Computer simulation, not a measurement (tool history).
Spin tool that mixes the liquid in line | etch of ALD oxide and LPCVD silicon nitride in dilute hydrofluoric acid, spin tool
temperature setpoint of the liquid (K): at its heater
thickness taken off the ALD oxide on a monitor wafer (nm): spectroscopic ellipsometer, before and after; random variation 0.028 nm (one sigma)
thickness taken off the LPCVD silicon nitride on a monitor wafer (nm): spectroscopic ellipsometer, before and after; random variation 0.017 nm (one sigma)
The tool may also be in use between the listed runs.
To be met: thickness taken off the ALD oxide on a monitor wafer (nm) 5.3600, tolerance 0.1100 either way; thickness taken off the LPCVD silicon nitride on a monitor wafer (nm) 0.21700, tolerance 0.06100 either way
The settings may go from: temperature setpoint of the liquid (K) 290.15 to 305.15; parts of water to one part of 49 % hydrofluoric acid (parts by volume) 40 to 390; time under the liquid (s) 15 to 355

| run | hour | temperature setpoint of the liquid (K) | parts of water to one part of 49 % hydrofluoric acid (parts by volume) | time under the liquid (s) | thickness taken off the ALD oxide on a monitor wafer (nm) | thickness taken off the LPCVD silicon nitride on a monitor wafer (nm) |
|---|---|---|---|---|---|---|
| 1 | 0.0 | 297.15 | 215 | 180 | 11.1650 | 0.48041 |
| 2 | 3.5 | 297.15 | 260 | 180 | 8.7620 | 0.37589 |
| 3 | 12.4 | 294.65 | 260 | 180 | 8.0448 | 0.32919 |
| 4 | 14.9 | 293.65 | 275 | 180 | 7.2533 | 0.26990 |
| 5 | 16.3 | 293.15 | 290 | 180 | 6.6400 | 0.24979 |
| 6 | 23.0 | 292.65 | 300 | 180 | 6.1831 | 0.29344 |
| 7 | 26.8 | 291.65 | 305 | 180 | 5.9141 | 0.22493 |
| 8 | 28.0 | 291.65 | 310 | 180 | 5.7389 | 0.22181 |
| 9 | 36.8 | 291.65 | 315 | 180 | 5.6992 | 0.21671 |
| 10 | 40.8 | 291.65 | 320 | 180 | 5.5687 | 0.19868 |

Which of these 5 next moves meets every target?
| A | 44.8 | 290.65 | 340 | 205 | ? | ? |
| B | 44.8 | 294.65 | 185 | 85 | ? | ? |
| C | 44.8 | 291.65 | 285 | 165 | ? | ? |
| D | 44.8 | 291.65 | 320 | 185 | ? | ? |
| E | 44.8 | 293.15 | 280 | 140 | ? | ? |

| move | thickness taken off the ALD oxide on a monitor wafer (nm) | thickness taken off the LPCVD silicon nitride on a monitor wafer (nm) |
|---|---|---|
| A | 5.6336 | 0.23955 |
| B | 5.7501 | 0.23163 |
| C | 5.8817 | 0.24339 |
| D | 5.6988 | 0.24424 |
| E | 5.3951 | 0.23134 |
A: its largest miss is bigger than the last run's
B: its largest miss is bigger than the last run's
C: its largest miss is bigger than the last run's
D: its largest miss is bigger than the last run's
E: hits every target within its allowed miss
Go with E: it meets all targets.

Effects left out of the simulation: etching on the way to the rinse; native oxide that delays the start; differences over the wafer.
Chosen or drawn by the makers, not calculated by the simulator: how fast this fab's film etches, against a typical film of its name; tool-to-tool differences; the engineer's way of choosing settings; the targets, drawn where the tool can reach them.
